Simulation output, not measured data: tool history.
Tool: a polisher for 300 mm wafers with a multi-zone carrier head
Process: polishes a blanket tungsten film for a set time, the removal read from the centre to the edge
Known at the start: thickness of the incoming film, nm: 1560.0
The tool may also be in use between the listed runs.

run,hour,flow of slurry (ml/min),pressure of the head's centre zone,pressure of the head's middle zone,pressure of the head's edge zone,abrasive content of the slurry,polishing time (s),film removed at the wafer's centre (Å),film removed at mid-radius (Å),film removed at the wafer's edge (Å)
1,0.0,165,1.00,1.00,1.00,1.00,32,1730.9,1756.0,1826.4
2,0.7,165,1.00,1.00,1.03,1.00,32,1723.7,1786.0,1822.3
3,8.0,180,1.01,1.04,1.05,1.15,33,1867.0,1933.1,1988.8
4,10.8,180,1.01,1.00,1.05,1.15,33,1892.7,1911.8,1972.2
5,15.7,205,0.99,1.05,0.98,1.25,34,1984.9,2127.5,2051.7
# hour 18.9: slurry nozzle cleaned
6,18.9,205,0.99,1.05,1.02,1.25,34,2149.4,2279.1,2183.7

The next listed run, before its measurement:
7,27.3,245,0.97,1.15,1.07,1.25,34,?,?,?

{"run 7": {"film removed at the wafer's centre (Å)": 2177.2, "film removed at mid-radius (Å)": 2503.3, "film removed at the wafer's edge (Å)": 2252.6}}
